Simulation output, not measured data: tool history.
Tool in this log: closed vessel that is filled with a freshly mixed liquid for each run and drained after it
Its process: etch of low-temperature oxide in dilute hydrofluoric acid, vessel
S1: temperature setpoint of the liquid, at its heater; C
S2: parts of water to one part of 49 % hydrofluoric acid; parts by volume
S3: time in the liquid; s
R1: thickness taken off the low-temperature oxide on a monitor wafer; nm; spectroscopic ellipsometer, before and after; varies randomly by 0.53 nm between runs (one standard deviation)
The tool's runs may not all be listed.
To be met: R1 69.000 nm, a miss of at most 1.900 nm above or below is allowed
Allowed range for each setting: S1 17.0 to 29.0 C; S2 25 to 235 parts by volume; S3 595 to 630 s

run 1 hour=0.0 | S1=21.0 S2=130 S3=595 | R1=113.260
run 2 hour=1.0 | S1=21.0 S2=130 S3=595 | R1=112.550
run 3 hour=10.0 | S1=20.5 S2=135 S3=595 | R1=104.880
run 4 hour=10.8 | S1=22.0 S2=135 S3=595 | R1=114.060
run 5 hour=16.6 | S1=19.5 S2=135 S3=595 | R1=103.250
run 6 hour=21.1 | S1=19.5 S2=135 S3=630 | R1=109.170
run 7 hour=26.7 | S1=19.0 S2=140 S3=630 | R1=101.190
run 8 hour=35.6 | S1=18.5 S2=145 S3=630 | R1=97.324
run 9 hour=38.2 | S1=18.0 S2=150 S3=630 | R1=90.392

Below are 5 possible settings for the next run. Only one of them brings all results inside the allowed miss of their targets. Which is it?
run A hour=40.8 | S1=18.0 S2=105 S3=630 | R1=?
run B hour=40.8 | S1=23.5 S2=145 S3=620 | R1=?
run C hour=40.8 | S1=20.5 S2=195 S3=605 | R1=?
run D hour=40.8 | S1=17.5 S2=125 S3=630 | R1=?
run E hour=40.8 | S1=21.0 S2=115 S3=630 | R1=?

move=A R1=136.070
move=B R1=114.870
move=C R1=70.390
move=D R1=109.570
move=E R1=138.520
A: moves away from the targets compared with the last run
B: moves away from the targets compared with the last run
C: every result within its allowed miss
D: moves away from the targets compared with the last run
E: moves away from the targets compared with the last run
C meets every target.
